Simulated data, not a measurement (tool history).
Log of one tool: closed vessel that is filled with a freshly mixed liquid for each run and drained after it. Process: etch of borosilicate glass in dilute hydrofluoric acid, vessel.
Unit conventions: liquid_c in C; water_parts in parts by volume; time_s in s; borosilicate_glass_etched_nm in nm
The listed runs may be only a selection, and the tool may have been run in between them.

{"run": 1, "hour": 0.0, "liquid_c": 24.0, "water_parts": 205, "time_s": 230, "borosilicate_glass_etched_nm": 33.136}
{"run": 2, "hour": 7.2, "liquid_c": 22.5, "water_parts": 210, "time_s": 230, "borosilicate_glass_etched_nm": 30.244}
{"run": 3, "hour": 9.7, "liquid_c": 21.0, "water_parts": 215, "time_s": 230, "borosilicate_glass_etched_nm": 27.661}
{"run": 4, "hour": 12.2, "liquid_c": 20.0, "water_parts": 220, "time_s": 230, "borosilicate_glass_etched_nm": 25.96}
{"run": 5, "hour": 19.9, "liquid_c": 20.0, "water_parts": 190, "time_s": 230, "borosilicate_glass_etched_nm": 30.799}
{"run": 6, "hour": 28.4, "liquid_c": 20.0, "water_parts": 160, "time_s": 230, "borosilicate_glass_etched_nm": 38.138}
{"run": 7, "hour": 31.7, "liquid_c": 19.5, "water_parts": 180, "time_s": 230, "borosilicate_glass_etched_nm": 32.27}

Expected results for the next run?
{"run": 8, "hour": 36.5, "liquid_c": 19.0, "water_parts": 190, "time_s": 230, "borosilicate_glass_etched_nm": "?"}

{"run 8": {"borosilicate_glass_etched_nm": 29.885}}
